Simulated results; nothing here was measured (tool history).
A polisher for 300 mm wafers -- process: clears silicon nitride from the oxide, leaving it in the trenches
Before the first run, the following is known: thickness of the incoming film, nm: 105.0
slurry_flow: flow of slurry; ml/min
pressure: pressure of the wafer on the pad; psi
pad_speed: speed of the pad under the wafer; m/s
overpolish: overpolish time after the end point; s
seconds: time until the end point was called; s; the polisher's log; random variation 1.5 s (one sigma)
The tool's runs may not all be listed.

run 1 hour=0 | slurry_flow=165 pressure=2.9 pad_speed=1.12 overpolish=43 | seconds=75.169
run 2 hour=4.7 | slurry_flow=165 pressure=2.7 pad_speed=1.12 overpolish=43 | seconds=82.118
run 3 hour=6.9 | slurry_flow=200 pressure=2.7 pad_speed=1.12 overpolish=43 | seconds=79.487
run 4 hour=14 | slurry_flow=175 pressure=2.7 pad_speed=1.12 overpolish=43 | seconds=81.414
run 5 hour=17.1 | slurry_flow=175 pressure=2.7 pad_speed=1.4 overpolish=43 | seconds=64.392
run 6 hour=19.7 | slurry_flow=175 pressure=2.5 pad_speed=1.38 overpolish=43 | seconds=70.552
run 7 hour=22.7 | slurry_flow=175 pressure=2.3 pad_speed=1.36 overpolish=43 | seconds=78.084
run 8 hour=26.7 | slurry_flow=175 pressure=2.2 pad_speed=1.34 overpolish=43 | seconds=82.092
run 9 hour=32.7 | slurry_flow=175 pressure=2.1 pad_speed=1.32 overpolish=43 | seconds=87.833
run 10 hour=40.4 | slurry_flow=175 pressure=2 pad_speed=1.32 overpolish=43 | seconds=92.673
run 11 hour=41.5 | slurry_flow=175 pressure=1.9 pad_speed=1.32 overpolish=43 | seconds=96.945
run 12 hour=47.7 | slurry_flow=175 pressure=1.8 pad_speed=1.32 overpolish=43 | seconds=103.78
run 13 hour=52.4 | slurry_flow=175 pressure=1.7 pad_speed=1.32 overpolish=43 | seconds=107.74
run 14 hour=59.2 | slurry_flow=170 pressure=1.5 pad_speed=1.32 overpolish=43 | seconds=120.19

Expected results for the next run?
run 15 hour=67.6 | slurry_flow=160 pressure=1.5 pad_speed=1.32 overpolish=43 | seconds=?

Run 15 measured seconds 121.31 s.

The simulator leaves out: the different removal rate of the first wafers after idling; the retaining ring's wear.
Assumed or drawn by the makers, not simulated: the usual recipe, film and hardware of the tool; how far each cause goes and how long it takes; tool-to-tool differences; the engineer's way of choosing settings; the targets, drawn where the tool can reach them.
